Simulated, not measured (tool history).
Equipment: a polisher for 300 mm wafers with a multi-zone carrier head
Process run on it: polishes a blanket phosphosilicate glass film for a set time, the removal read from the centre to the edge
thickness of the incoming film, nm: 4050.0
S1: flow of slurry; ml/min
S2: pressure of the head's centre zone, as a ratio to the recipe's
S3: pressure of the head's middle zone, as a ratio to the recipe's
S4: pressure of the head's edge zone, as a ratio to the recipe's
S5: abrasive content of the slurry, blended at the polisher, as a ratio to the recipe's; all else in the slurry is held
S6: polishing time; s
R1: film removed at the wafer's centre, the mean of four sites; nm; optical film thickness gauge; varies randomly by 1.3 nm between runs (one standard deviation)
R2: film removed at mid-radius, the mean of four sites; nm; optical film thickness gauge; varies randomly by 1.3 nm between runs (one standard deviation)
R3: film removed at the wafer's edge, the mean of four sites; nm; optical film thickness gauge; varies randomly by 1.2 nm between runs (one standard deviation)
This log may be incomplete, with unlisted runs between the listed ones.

run    day   S1    S2    S3    S4    S5  S6      R1      R2      R3
  1      0  280     1     1     1     1  32  156.44  153.53  156.86
  2  0.146  280     1     1     1     1  40   193.7  195.89  197.23
  3  0.358  310     1     1     1     1  40  197.91  195.33   198.9
  4  0.542  335  1.01  0.96  0.98  0.85  40  190.08  181.75  184.61
  5  0.758  330  1.03  0.92     1  0.75  39  176.45   160.6  171.55
  6  1.088  330  1.03  0.92     1  0.75  42  188.47  171.97  185.58
  7  1.429  305  1.05  0.89  0.98   0.7  42  186.19  160.38  179.89
     1.662  -- worn pad replaced by a new one
  8  1.662  300  1.05  0.87  0.95  0.65  42  196.53     166  187.66

What does the tool deliver on the next run?
  9  2.017  310  1.08  0.88   1  0.6  42   ?   ?   ?

R1: 195.21 nm
R2: 161.01 nm
R3: 184.52 nm
